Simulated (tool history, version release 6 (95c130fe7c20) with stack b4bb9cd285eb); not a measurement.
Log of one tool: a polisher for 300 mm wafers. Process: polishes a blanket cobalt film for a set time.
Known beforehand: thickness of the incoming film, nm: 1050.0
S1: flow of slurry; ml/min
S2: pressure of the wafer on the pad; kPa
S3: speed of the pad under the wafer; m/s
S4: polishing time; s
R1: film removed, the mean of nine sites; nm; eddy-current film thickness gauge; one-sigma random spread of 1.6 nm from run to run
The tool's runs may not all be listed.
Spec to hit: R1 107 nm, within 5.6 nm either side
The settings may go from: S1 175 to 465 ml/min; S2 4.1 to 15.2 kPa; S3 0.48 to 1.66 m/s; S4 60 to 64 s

run 1 hour=0 | S1=295 S2=9.7 S3=1.06 S4=60 | R1=180.54
run 2 hour=4.7 | S1=295 S2=9.7 S3=1.06 S4=64 | R1=196.98
run 3 hour=5.7 | S1=295 S2=9.7 S3=1.28 S4=64 | R1=234.61
run 4 hour=14.1 | S1=295 S2=9.7 S3=1.42 S4=64 | R1=255.4
run 5 hour=18 | S1=295 S2=8.3 S3=1.42 S4=64 | R1=224.22
run 6 hour=24.8 | S1=295 S2=9.7 S3=1.42 S4=64 | R1=258.8
run 7 hour=26.1 | S1=295 S2=9 S3=1.34 S4=64 | R1=233.21
run 8 hour=30.1 | S1=295 S2=8.3 S3=1.24 S4=64 | R1=190.89
run 9 hour=31.2 | S1=295 S2=5.5 S3=1.12 S4=64 | R1=118

Consider the 5 candidate settings below. Which is the only one whose results all fall within their allowed miss of target?
run A hour=32.3 | S1=225 S2=4.8 S3=1.16 S4=60 | R1=?
run B hour=32.3 | S1=295 S2=6.2 S3=1.02 S4=64 | R1=?
run C hour=32.3 | S1=255 S2=4.8 S3=1.12 S4=61 | R1=?
run D hour=32.3 | S1=255 S2=4.8 S3=1.04 S4=62 | R1=?
run E hour=32.3 | S1=275 S2=4.8 S3=1.2 S4=60 | R1=?

move=A R1=96.417
move=B R1=118.95
move=C R1=96.275
move=D R1=91.062
move=E R1=102.14
A: takes the result that was furthest off past its target
B: further off than the last run
C: takes the result that was furthest off past its target
D: takes the result that was furthest off past its target
E: every result within its allowed miss
Correct choice: E, which meets every target
